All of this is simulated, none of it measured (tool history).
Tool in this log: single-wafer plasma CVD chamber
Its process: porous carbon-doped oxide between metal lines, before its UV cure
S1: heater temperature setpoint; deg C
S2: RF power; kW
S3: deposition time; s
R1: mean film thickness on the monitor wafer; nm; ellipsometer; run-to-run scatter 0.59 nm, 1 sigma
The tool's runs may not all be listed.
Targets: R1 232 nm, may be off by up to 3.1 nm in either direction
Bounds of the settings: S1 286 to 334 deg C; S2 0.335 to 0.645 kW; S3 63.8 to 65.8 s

{"run": 1, "hour": 0.0, "S1": 310, "S2": 0.49, "S3": 63.8, "R1": 287.24}
{"run": 2, "hour": 5.0, "S1": 313, "S2": 0.48, "S3": 63.8, "R1": 280.64}
{"run": 3, "hour": 9.4, "S1": 313, "S2": 0.445, "S3": 63.8, "R1": 265.45}
{"run": 4, "hour": 16.6, "S1": 313, "S2": 0.38, "S3": 63.8, "R1": 237.54}
{"run": 5, "hour": 25.5, "S1": 323, "S2": 0.38, "S3": 63.8, "R1": 227.99}
{"run": 6, "hour": 32.9, "S1": 331, "S2": 0.38, "S3": 63.8, "R1": 220.41}
{"run": 7, "hour": 36.3, "S1": 330, "S2": 0.38, "S3": 63.8, "R1": 221.07}
{"run": 8, "hour": 40.2, "S1": 329, "S2": 0.38, "S3": 63.8, "R1": 221.83}

Of the 4 settings listed for the next run, only one would bring every result within its allowed miss of target. Which one?
{"run": "A", "hour": 44.1, "S1": 323, "S2": 0.39, "S3": 65.8, "R1": "?"}
{"run": "B", "hour": 44.1, "S1": 334, "S2": 0.375, "S3": 63.8, "R1": "?"}
{"run": "C", "hour": 44.1, "S1": 331, "S2": 0.41, "S3": 65.8, "R1": "?"}
{"run": "D", "hour": 44.1, "S1": 329, "S2": 0.4, "S3": 64, "R1": "?"}

move=A R1=239.51
move=B R1=215.84
move=C R1=240.19
move=D R1=231.43
A: takes the result that was furthest off past its target
B: moves away from the targets compared with the last run
C: takes the result that was furthest off past its target
D: meets every target
The right move is D.

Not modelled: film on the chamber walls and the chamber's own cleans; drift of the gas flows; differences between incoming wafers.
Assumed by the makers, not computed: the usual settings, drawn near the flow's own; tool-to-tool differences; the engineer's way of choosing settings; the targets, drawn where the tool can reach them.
